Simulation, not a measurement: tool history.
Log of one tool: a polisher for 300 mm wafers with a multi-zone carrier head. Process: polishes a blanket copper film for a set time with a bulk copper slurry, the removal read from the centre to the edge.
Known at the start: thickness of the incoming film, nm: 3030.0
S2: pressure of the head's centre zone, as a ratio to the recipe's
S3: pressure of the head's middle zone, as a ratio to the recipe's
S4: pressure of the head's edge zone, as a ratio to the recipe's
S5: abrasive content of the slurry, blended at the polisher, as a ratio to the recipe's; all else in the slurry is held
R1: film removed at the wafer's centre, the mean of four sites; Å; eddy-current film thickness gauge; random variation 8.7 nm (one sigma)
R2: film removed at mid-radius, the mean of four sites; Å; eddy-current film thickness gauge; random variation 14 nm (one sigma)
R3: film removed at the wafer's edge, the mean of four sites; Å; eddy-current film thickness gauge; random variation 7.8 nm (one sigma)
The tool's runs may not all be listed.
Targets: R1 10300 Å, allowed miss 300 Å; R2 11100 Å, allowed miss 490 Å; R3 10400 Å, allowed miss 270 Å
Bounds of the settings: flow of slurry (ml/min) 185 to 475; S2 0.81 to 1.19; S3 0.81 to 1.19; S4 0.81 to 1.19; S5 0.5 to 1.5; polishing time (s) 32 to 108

run 1 hour=0 | flow_of_slurry_(ml/min)=305 S2=1 S3=1 S4=1 S5=1 polishing_time_(s)=70 | R1=11926 R2=11737 R3=11494
run 2 hour=7.9 | flow_of_slurry_(ml/min)=300 S2=0.98 S3=1 S4=0.97 S5=0.95 polishing_time_(s)=70 | R1=11267 R2=11500 R3=11230
run 3 hour=16 | flow_of_slurry_(ml/min)=265 S2=0.98 S3=1 S4=0.97 S5=0.95 polishing_time_(s)=70 | R1=11094 R2=11136 R3=11006
run 4 hour=19.3 | flow_of_slurry_(ml/min)=265 S2=0.98 S3=1.08 S4=0.97 S5=0.95 polishing_time_(s)=70 | R1=11197 R2=12208 R3=10972
run 5 hour=20.3 | flow_of_slurry_(ml/min)=265 S2=0.98 S3=1.08 S4=0.97 S5=1.05 polishing_time_(s)=70 | R1=11320 R2=12141 R3=11376
run 6 hour=28.4 | flow_of_slurry_(ml/min)=265 S2=1.07 S3=1.08 S4=0.97 S5=1.05 polishing_time_(s)=70 | R1=12441 R2=12518 R3=11131
run 7 hour=29.9 | flow_of_slurry_(ml/min)=255 S2=1.04 S3=1.07 S4=0.95 S5=1 polishing_time_(s)=70 | R1=11747 R2=12199 R3=11175
run 8 hour=33.1 | flow_of_slurry_(ml/min)=250 S2=1.03 S3=1.06 S4=0.94 S5=0.95 polishing_time_(s)=70 | R1=11566 R2=11796 R3=10766
run 9 hour=39.1 | flow_of_slurry_(ml/min)=240 S2=1.01 S3=1.06 S4=0.93 S5=0.95 polishing_time_(s)=70 | R1=11432 R2=11676 R3=10652
run 10 hour=39.8 | flow_of_slurry_(ml/min)=235 S2=0.99 S3=1.06 S4=0.93 S5=0.95 polishing_time_(s)=70 | R1=11153 R2=11675 R3=10701
run 11 hour=41.4 | flow_of_slurry_(ml/min)=230 S2=0.97 S3=1.06 S4=0.93 S5=0.95 polishing_time_(s)=70 | R1=10821 R2=11843 R3=10539
run 12 hour=42.9 | flow_of_slurry_(ml/min)=225 S2=0.96 S3=1.05 S4=0.93 S5=0.95 polishing_time_(s)=70 | R1=10464 R2=11434 R3=10563

5 next moves are on the table. One of them brings every result within its allowed miss. Which?
run A hour=44.4 | flow_of_slurry_(ml/min)=235 S2=0.98 S3=1.06 S4=0.98 S5=1.1 polishing_time_(s)=64 | R1=? R2=? R3=?
run B hour=44.4 | flow_of_slurry_(ml/min)=270 S2=1.01 S3=1.07 S4=0.89 S5=0.85 polishing_time_(s)=69 | R1=? R2=? R3=?
run C hour=44.4 | flow_of_slurry_(ml/min)=185 S2=0.93 S3=1 S4=0.9 S5=1.1 polishing_time_(s)=72 | R1=? R2=? R3=?
run D hour=44.4 | flow_of_slurry_(ml/min)=215 S2=0.97 S3=1.01 S4=0.86 S5=0.8 polishing_time_(s)=75 | R1=? R2=? R3=?
run E hour=44.4 | flow_of_slurry_(ml/min)=220 S2=0.91 S3=1.1 S4=0.89 S5=0.95 polishing_time_(s)=71 | R1=? R2=? R3=?

move=A R1=10111 R2=11342 R3=10225
move=B R1=10798 R2=11819 R3=10058
move=C R1=10312 R2=11672 R3=10739
move=D R1=10719 R2=11686 R3=10371
move=E R1=9950.2 R2=12432 R3=10395
A: meets every target
B: further off than the last run
C: further off than the last run
D: further off than the last run
E: further off than the last run
The right move is A.
